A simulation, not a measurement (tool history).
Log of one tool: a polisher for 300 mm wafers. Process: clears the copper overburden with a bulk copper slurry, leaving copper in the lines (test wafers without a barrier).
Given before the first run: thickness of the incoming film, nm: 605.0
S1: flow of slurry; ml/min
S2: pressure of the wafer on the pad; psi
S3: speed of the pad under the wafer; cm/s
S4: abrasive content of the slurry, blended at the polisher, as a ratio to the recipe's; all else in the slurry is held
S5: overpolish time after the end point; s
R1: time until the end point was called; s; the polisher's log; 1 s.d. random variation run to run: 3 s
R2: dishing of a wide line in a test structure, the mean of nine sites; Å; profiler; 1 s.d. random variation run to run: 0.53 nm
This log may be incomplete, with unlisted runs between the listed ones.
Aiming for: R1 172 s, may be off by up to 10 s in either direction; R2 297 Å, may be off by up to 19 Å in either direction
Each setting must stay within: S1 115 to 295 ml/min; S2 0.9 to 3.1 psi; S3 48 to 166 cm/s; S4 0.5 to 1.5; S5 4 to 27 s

{"run": 1, "day": 0.0, "S1": 190, "S2": 2, "S3": 106, "S4": 1, "S5": 14, "R1": 120.91, "R2": 496.34}
{"run": 2, "day": 0.338, "S1": 230, "S2": 2, "S3": 106, "S4": 1, "S5": 14, "R1": 110.57, "R2": 503.81}
{"run": 3, "day": 0.517, "S1": 230, "S2": 2, "S3": 106, "S4": 1.15, "S5": 14, "R1": 111.09, "R2": 512.49}
{"run": 4, "day": 0.833, "S1": 230, "S2": 2, "S3": 106, "S4": 1.15, "S5": 10, "R1": 111.16, "R2": 392.81}
{"run": 5, "day": 0.871, "S1": 230, "S2": 2.2, "S3": 106, "S4": 1.15, "S5": 10, "R1": 104.89, "R2": 440.54}
{"day": 1.117, "done": "worn pad replaced by a new one"}
{"run": 6, "day": 1.117, "S1": 215, "S2": 1.9, "S3": 104, "S4": 1.15, "S5": 11, "R1": 111.96, "R2": 419.53}
{"run": 7, "day": 1.333, "S1": 215, "S2": 1.7, "S3": 94, "S4": 1.15, "S5": 12, "R1": 139.11, "R2": 374.47}
{"run": 8, "day": 1.658, "S1": 215, "S2": 1.6, "S3": 94, "S4": 1.15, "S5": 12, "R1": 140.46, "R2": 365.93}
{"run": 9, "day": 1.783, "S1": 215, "S2": 1, "S3": 92, "S4": 1.15, "S5": 12, "R1": 229.8, "R2": 240.91}

Consider the 5 candidate settings below. Which is the only one whose results all fall within their allowed miss of target?
{"run": "A", "day": 1.908, "S1": 210, "S2": 1.3, "S3": 114, "S4": 1.05, "S5": 12, "R1": "?", "R2": "?"}
{"run": "B", "day": 1.908, "S1": 205, "S2": 1.1, "S3": 114, "S4": 1.3, "S5": 13, "R1": "?", "R2": "?"}
{"run": "C", "day": 1.908, "S1": 210, "S2": 1.1, "S3": 100, "S4": 1.15, "S5": 13, "R1": "?", "R2": "?"}
{"run": "D", "day": 1.908, "S1": 245, "S2": 1.6, "S3": 72, "S4": 1.05, "S5": 14, "R1": "?", "R2": "?"}
{"run": "E", "day": 1.908, "S1": 230, "S2": 1.4, "S3": 90, "S4": 1.2, "S5": 11, "R1": "?", "R2": "?"}

move=A R1=152.85 R2=345.39
move=B R1=170.39 R2=332.94
move=C R1=198.92 R2=293.09
move=D R1=192.01 R2=329.62
move=E R1=171.52 R2=293.11
A: takes the result that was furthest off past its target
B: gets the furthest-off result to its target, but another result is out of tolerance
C: nearer the targets than the last run, but a result is still out of spec
D: nearer the targets than the last run, but a result is still out of spec
E: in spec on every target
The right move is E.
